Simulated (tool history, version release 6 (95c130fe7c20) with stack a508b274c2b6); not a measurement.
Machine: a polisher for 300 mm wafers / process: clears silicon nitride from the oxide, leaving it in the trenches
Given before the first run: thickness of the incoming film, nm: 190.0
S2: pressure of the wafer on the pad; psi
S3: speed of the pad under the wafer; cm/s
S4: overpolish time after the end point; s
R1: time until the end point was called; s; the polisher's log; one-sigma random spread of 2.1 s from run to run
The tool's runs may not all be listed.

run 1 hour=0 | flow_of_slurry_(ml/min)=225 S2=3.3 S3=128 S4=41 | R1=166.13
run 2 hour=7.7 | flow_of_slurry_(ml/min)=225 S2=3.3 S3=112 S4=41 | R1=187.88
run 3 hour=11.4 | flow_of_slurry_(ml/min)=225 S2=3.3 S3=92 S4=41 | R1=229.34
run 4 hour=13.9 | flow_of_slurry_(ml/min)=280 S2=3.3 S3=92 S4=41 | R1=222.06
run 5 hour=14.9 | flow_of_slurry_(ml/min)=280 S2=3.2 S3=92 S4=41 | R1=225.17
run 6 hour=20.6 | flow_of_slurry_(ml/min)=280 S2=3.2 S3=92 S4=41 | R1=228.46

Expected results for the next run?
run 7 hour=27.3 | flow_of_slurry_(ml/min)=280 S2=3.1 S3=92 S4=41 | R1=?

Run 7 gave R1 230.89 s.

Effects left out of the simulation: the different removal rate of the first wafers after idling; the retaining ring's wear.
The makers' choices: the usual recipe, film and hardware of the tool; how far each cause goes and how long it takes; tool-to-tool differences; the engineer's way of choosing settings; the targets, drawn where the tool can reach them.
